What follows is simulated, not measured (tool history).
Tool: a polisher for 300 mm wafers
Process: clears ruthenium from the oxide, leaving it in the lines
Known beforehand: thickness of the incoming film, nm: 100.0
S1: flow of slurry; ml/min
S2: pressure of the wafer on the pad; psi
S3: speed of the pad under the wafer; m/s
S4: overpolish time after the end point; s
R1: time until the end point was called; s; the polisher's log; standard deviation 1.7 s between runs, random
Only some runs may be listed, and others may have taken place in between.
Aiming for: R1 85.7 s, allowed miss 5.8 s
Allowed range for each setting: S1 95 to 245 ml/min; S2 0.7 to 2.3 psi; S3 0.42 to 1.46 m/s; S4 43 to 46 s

{"run": 1, "hour": 0.0, "S1": 155, "S2": 1.5, "S3": 0.94, "S4": 43, "R1": 113.71}
{"run": 2, "hour": 8.1, "S1": 155, "S2": 1.6, "S3": 0.94, "S4": 43, "R1": 105.19}
{"run": 3, "hour": 14.0, "S1": 140, "S2": 1.6, "S3": 0.94, "S4": 43, "R1": 107.56}
{"run": 4, "hour": 20.5, "S1": 140, "S2": 1.6, "S3": 0.78, "S4": 43, "R1": 123.89}
{"run": 5, "hour": 22.6, "S1": 140, "S2": 1.4, "S3": 0.78, "S4": 43, "R1": 138.38}
{"run": 6, "hour": 23.3, "S1": 140, "S2": 1.4, "S3": 0.58, "S4": 43, "R1": 173.49}
{"run": 7, "hour": 28.0, "S1": 140, "S2": 1.6, "S3": 0.62, "S4": 43, "R1": 148.68}
{"run": 8, "hour": 32.8, "S1": 140, "S2": 1.7, "S3": 0.66, "S4": 43, "R1": 131.77}
{"run": 9, "hour": 37.3, "S1": 140, "S2": 1.8, "S3": 0.68, "S4": 43, "R1": 123.66}
{"run": 10, "hour": 38.9, "S1": 140, "S2": 1.9, "S3": 0.7, "S4": 43, "R1": 114.37}
{"run": 11, "hour": 47.2, "S1": 140, "S2": 2, "S3": 0.72, "S4": 43, "R1": 110.7}
{"run": 12, "hour": 52.1, "S1": 140, "S2": 2.1, "S3": 0.76, "S4": 43, "R1": 101.44}

Below are 5 possible settings for the next run. Only one of them brings all results inside the allowed miss of their targets. Which is it?
{"run": "A", "hour": 57.0, "S1": 95, "S2": 2, "S3": 0.74, "S4": 46, "R1": "?"}
{"run": "B", "hour": 57.0, "S1": 120, "S2": 1.9, "S3": 0.6, "S4": 43, "R1": "?"}
{"run": "C", "hour": 57.0, "S1": 95, "S2": 2.2, "S3": 0.7, "S4": 43, "R1": "?"}
{"run": "D", "hour": 57.0, "S1": 145, "S2": 2.2, "S3": 0.86, "S4": 45, "R1": "?"}
{"run": "E", "hour": 57.0, "S1": 160, "S2": 2.1, "S3": 0.58, "S4": 45, "R1": "?"}

move=A R1=109.5
move=B R1=128.12
move=C R1=104.99
move=D R1=84.567
move=E R1=115.59
A: moves away from the targets compared with the last run
B: moves away from the targets compared with the last run
C: moves away from the targets compared with the last run
D: every result within its allowed miss
E: moves away from the targets compared with the last run
Move D is the one to make.
